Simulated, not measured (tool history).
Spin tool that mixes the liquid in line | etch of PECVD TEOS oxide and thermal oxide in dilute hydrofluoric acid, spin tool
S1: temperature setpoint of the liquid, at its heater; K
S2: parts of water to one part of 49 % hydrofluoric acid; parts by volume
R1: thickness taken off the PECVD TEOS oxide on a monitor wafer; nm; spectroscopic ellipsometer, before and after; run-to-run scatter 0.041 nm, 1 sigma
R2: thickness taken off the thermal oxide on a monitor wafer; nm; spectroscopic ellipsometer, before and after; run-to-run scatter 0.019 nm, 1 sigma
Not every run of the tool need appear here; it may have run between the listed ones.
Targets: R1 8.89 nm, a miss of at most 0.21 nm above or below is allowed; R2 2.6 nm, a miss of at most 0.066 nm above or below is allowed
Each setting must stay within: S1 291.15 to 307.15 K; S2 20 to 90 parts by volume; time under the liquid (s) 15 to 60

run 1 hour=0 | S1=299.15 S2=50 time_under_the_liquid_(s)=30 | R1=11.361 R2=3.3279
run 2 hour=3.3 | S1=299.15 S2=50 time_under_the_liquid_(s)=40 | R1=15.091 R2=4.4754
run 3 hour=5.9 | S1=301.15 S2=50 time_under_the_liquid_(s)=40 | R1=16.393 R2=4.7359
run 4 hour=7.6 | S1=300.15 S2=55 time_under_the_liquid_(s)=40 | R1=14.139 R2=4.0838
run 5 hour=16 | S1=298.65 S2=55 time_under_the_liquid_(s)=40 | R1=13.324 R2=3.9053
run 6 hour=20.3 | S1=297.65 S2=55 time_under_the_liquid_(s)=40 | R1=12.84 R2=3.706
run 7 hour=23.4 | S1=296.65 S2=55 time_under_the_liquid_(s)=40 | R1=12.366 R2=3.6063
run 8 hour=31.5 | S1=296.65 S2=55 time_under_the_liquid_(s)=40 | R1=12.288 R2=3.5701
run 9 hour=38.5 | S1=295.65 S2=55 time_under_the_liquid_(s)=40 | R1=11.76 R2=3.4345
run 10 hour=43 | S1=294.65 S2=55 time_under_the_liquid_(s)=40 | R1=11.281 R2=3.3494
run 11 hour=45.6 | S1=294.15 S2=55 time_under_the_liquid_(s)=40 | R1=11.052 R2=3.2634
-- hour=52.3 hydrofluoric acid flow meter replaced
run 12 hour=52.3 | S1=294.15 S2=55 time_under_the_liquid_(s)=40 | R1=10.162 R2=2.9496
run 13 hour=56.3 | S1=294.15 S2=55 time_under_the_liquid_(s)=40 | R1=10.118 R2=2.9642
run 14 hour=65.2 | S1=293.65 S2=55 time_under_the_liquid_(s)=40 | R1=9.9232 R2=2.9267
run 15 hour=71.9 | S1=293.15 S2=55 time_under_the_liquid_(s)=40 | R1=9.7601 R2=2.8663
run 16 hour=78.3 | S1=292.65 S2=55 time_under_the_liquid_(s)=40 | R1=9.5793 R2=2.8012
run 17 hour=79.1 | S1=291.65 S2=55 time_under_the_liquid_(s)=40 | R1=9.1136 R2=2.6862
run 18 hour=80.5 | S1=291.65 S2=55 time_under_the_liquid_(s)=40 | R1=9.1565 R2=2.6937

Pick the move, out of 4, that brings all results within their allowed miss; only one does.
run A hour=81.9 | S1=292.65 S2=55 time_under_the_liquid_(s)=40 | R1=? R2=?
run B hour=81.9 | S1=296.15 S2=35 time_under_the_liquid_(s)=20 | R1=? R2=?
run C hour=81.9 | S1=295.65 S2=55 time_under_the_liquid_(s)=35 | R1=? R2=?
run D hour=81.9 | S1=295.65 S2=70 time_under_the_liquid_(s)=45 | R1=? R2=?

move=A R1=9.5808 R2=2.7728
move=B R1=8.9464 R2=2.5892
move=C R1=9.5086 R2=2.7519
move=D R1=9.4263 R2=2.7281
A: lands further from the targets than the last run did
B: each result inside its tolerance
C: lands further from the targets than the last run did
D: lands further from the targets than the last run did
The move that meets every target is B.
